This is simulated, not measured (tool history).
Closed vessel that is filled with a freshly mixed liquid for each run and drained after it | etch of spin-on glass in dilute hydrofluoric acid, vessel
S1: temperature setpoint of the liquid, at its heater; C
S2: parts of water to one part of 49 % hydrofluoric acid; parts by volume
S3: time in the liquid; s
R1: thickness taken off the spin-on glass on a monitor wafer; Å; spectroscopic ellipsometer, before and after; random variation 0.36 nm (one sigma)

| run | hour | S1 | S2 | S3 | R1 |
|---|---|---|---|---|---|
| 1 | 0.0 | 23.0 | 175 | 110 | 290.69 |
| 2 | 3.2 | 23.0 | 175 | 115 | 302.65 |
| 3 | 9.3 | 23.0 | 225 | 115 | 221.26 |
| 4 | 10.0 | 24.5 | 210 | 115 | 256.65 |
| 5 | 18.8 | 24.5 | 210 | 110 | 244.62 |
| 6 | 25.0 | 25.5 | 200 | 110 | 269.92 |

The next listed run, before its measurement:
| 7 | 25.8 | 26.5 | 190 | 110 | ? |

R1: 296.29 Å

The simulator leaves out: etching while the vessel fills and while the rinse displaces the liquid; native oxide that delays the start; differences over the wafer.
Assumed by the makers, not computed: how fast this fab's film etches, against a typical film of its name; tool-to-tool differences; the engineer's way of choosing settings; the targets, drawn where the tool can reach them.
